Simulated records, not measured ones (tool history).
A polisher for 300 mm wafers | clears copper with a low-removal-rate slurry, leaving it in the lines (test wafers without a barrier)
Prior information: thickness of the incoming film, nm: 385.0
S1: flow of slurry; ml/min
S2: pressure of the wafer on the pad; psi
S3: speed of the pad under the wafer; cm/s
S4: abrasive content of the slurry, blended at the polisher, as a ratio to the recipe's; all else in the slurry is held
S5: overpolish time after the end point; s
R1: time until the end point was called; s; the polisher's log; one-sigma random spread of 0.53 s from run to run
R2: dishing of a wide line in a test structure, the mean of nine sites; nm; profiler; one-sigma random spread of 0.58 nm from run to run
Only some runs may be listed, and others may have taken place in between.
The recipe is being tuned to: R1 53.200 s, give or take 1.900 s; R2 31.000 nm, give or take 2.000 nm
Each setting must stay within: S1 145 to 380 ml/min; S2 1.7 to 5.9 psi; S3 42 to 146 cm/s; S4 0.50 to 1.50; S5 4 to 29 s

{"run": 1, "hour": 0.0, "S1": 245, "S2": 3.8, "S3": 94, "S4": 1.0, "S5": 15, "R1": 89.126, "R2": 34.329}
{"run": 2, "hour": 0.7, "S1": 245, "S2": 3.8, "S3": 108, "S4": 1.0, "S5": 15, "R1": 77.17, "R2": 37.943}
{"run": 3, "hour": 8.7, "S1": 245, "S2": 4.2, "S3": 108, "S4": 1.0, "S5": 15, "R1": 68.532, "R2": 41.468}
{"run": 4, "hour": 17.5, "S1": 200, "S2": 4.2, "S3": 108, "S4": 1.0, "S5": 15, "R1": 70.66, "R2": 40.268}
{"run": 5, "hour": 18.2, "S1": 205, "S2": 4.3, "S3": 108, "S4": 1.0, "S5": 13, "R1": 70.609, "R2": 36.483}
{"run": 6, "hour": 20.8, "S1": 205, "S2": 4.3, "S3": 118, "S4": 1.0, "S5": 13, "R1": 63.496, "R2": 38.974}
{"run": 7, "hour": 24.3, "S1": 215, "S2": 4.4, "S3": 118, "S4": 1.0, "S5": 12, "R1": 62.091, "R2": 38.085}
{"run": 8, "hour": 33.1, "S1": 220, "S2": 4.5, "S3": 118, "S4": 1.0, "S5": 11, "R1": 60.356, "R2": 36.259}
{"run": 9, "hour": 40.0, "S1": 225, "S2": 4.6, "S3": 118, "S4": 1.0, "S5": 10, "R1": 59.961, "R2": 34.889}
{"run": 10, "hour": 46.0, "S1": 225, "S2": 4.7, "S3": 118, "S4": 1.0, "S5": 9, "R1": 58.221, "R2": 30.425}
{"run": 11, "hour": 52.8, "S1": 230, "S2": 4.7, "S3": 118, "S4": 1.0, "S5": 9, "R1": 58.184, "R2": 32.038}

Exactly one of the 4 candidate moves below puts every result within its allowed miss. Which one?
{"run": "A", "hour": 59.6, "S1": 195, "S2": 4.4, "S3": 128, "S4": 1.0, "S5": 9, "R1": "?", "R2": "?"}
{"run": "B", "hour": 59.6, "S1": 230, "S2": 4.9, "S3": 114, "S4": 0.95, "S5": 7, "R1": "?", "R2": "?"}
{"run": "C", "hour": 59.6, "S1": 290, "S2": 5.4, "S3": 108, "S4": 1.0, "S5": 7, "R1": "?", "R2": "?"}
{"run": "D", "hour": 59.6, "S1": 250, "S2": 4.5, "S3": 136, "S4": 0.9, "S5": 8, "R1": "?", "R2": "?"}

move=A R1=58.134 R2=31.395
move=B R1=58.286 R2=25.612
move=C R1=54.038 R2=27.359
move=D R1=53.546 R2=30.546
A: just as far off the targets as the last run
B: just as far off the targets as the last run
C: the worst result of the last run now meets its target, but another is out of spec
D: all results land within tolerance of their targets
D meets every target.
